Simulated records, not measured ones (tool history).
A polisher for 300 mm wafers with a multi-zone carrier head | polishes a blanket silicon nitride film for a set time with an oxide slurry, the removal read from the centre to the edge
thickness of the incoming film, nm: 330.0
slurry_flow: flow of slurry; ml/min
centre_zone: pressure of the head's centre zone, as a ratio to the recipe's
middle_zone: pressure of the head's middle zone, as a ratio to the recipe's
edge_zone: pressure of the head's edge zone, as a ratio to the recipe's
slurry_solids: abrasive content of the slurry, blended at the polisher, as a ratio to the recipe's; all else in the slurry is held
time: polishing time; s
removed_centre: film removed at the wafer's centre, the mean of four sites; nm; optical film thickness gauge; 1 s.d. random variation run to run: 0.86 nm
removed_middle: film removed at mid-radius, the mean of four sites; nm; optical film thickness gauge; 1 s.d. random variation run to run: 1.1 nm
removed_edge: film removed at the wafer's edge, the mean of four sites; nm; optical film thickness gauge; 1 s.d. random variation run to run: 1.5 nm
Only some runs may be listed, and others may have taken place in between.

run  hour  slurry_flow  centre_zone  middle_zone  edge_zone  slurry_solids  time  removed_centre  removed_middle  removed_edge
  1   0.0          235         1.00         1.00       1.00           1.00    74          74.177          72.001        71.050
  2   7.3          240         0.97         1.05       1.04           1.15    75          76.635          81.066        79.079
  3  15.9          240         0.97         1.05       1.04           1.35    75          81.427          86.607        84.641
  4  19.6          270         0.97         1.05       1.04           1.35    75          84.085          87.437        84.461
  5  26.6          270         0.97         1.05       1.10           1.35    75          84.577          88.520        87.415
  6  28.4          235         0.97         1.05       1.10           1.35    75          81.593          87.497        87.218
  7  32.3          240         0.96         1.09       1.11           1.40    77          85.708          94.016        89.809
  8  35.2          235         0.93         1.11       1.12           1.45    80          86.967         101.070        94.901

What does the tool deliver on the next run?
  9  43.1          235         0.92         1.13       1.13           1.45    82               ?               ?             ?

removed_centre: 89.772 nm
removed_middle: 103.030 nm
removed_edge: 99.582 nm
